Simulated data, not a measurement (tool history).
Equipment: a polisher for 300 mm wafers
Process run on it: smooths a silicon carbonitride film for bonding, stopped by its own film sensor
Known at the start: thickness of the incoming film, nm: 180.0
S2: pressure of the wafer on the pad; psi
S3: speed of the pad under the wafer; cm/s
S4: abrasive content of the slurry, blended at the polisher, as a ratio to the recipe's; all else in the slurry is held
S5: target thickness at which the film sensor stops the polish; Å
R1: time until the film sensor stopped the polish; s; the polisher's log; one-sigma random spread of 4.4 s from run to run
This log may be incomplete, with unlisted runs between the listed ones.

Run 1, hour 0.0: flow of slurry (ml/min) 220, S2 2.2 psi, S3 114 cm/s, S4 1.00, S5 1450 Å. Result: R1 106.86 s.
Run 2, hour 1.2: flow of slurry (ml/min) 220, S2 2.2 psi, S3 114 cm/s, S4 1.15, S5 1450 Å. Result: R1 102.04 s.
Run 3, hour 5.0: flow of slurry (ml/min) 220, S2 1.9 psi, S3 104 cm/s, S4 1.15, S5 1450 Å. Result: R1 128.31 s.
Run 4, hour 7.7: flow of slurry (ml/min) 220, S2 1.7 psi, S3 98 cm/s, S4 1.15, S5 1450 Å. Result: R1 147.65 s.
Run 5, hour 13.0: flow of slurry (ml/min) 220, S2 2.1 psi, S3 98 cm/s, S4 1.15, S5 1450 Å. Result: R1 120.74 s.
Run 6, hour 14.2: flow of slurry (ml/min) 220, S2 1.8 psi, S3 92 cm/s, S4 1.15, S5 1450 Å. Result: R1 146.30 s.

Expected results for the next run?
Run 7, hour 19.4: flow of slurry (ml/min) 220, S2 1.6 psi, S3 88 cm/s, S4 1.15, S5 1450 Å. Result: R1 ?.

{"run 7": {"R1": 173.62}}

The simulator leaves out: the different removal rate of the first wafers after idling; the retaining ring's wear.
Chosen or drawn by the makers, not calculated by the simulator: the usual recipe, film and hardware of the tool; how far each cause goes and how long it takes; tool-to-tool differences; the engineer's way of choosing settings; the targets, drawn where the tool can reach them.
